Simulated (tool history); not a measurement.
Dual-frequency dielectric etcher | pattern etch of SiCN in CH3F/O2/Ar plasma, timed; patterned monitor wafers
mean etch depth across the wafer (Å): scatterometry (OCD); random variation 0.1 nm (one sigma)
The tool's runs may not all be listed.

run    day  source power (W)  bias power (W)  etch time (s)  mean etch depth across the wafer (Å)
  1  0.000               340              65           40.5                                134.19
  2  0.312               360              67           40.5                                137.28
  3  0.371               360              67           40.5                                139.54
  4  0.708               320              67           40.5                                135.65
  5  0.733               330              71           40.5                                140.45
  6  0.962               330              71           37.0                                127.70
  7  1.112               390              84           38.5                                148.19

The next listed run, before its measurement:
  8  1.212               400              85           38.5                                     ?

mean etch depth across the wafer (Å): 151.43

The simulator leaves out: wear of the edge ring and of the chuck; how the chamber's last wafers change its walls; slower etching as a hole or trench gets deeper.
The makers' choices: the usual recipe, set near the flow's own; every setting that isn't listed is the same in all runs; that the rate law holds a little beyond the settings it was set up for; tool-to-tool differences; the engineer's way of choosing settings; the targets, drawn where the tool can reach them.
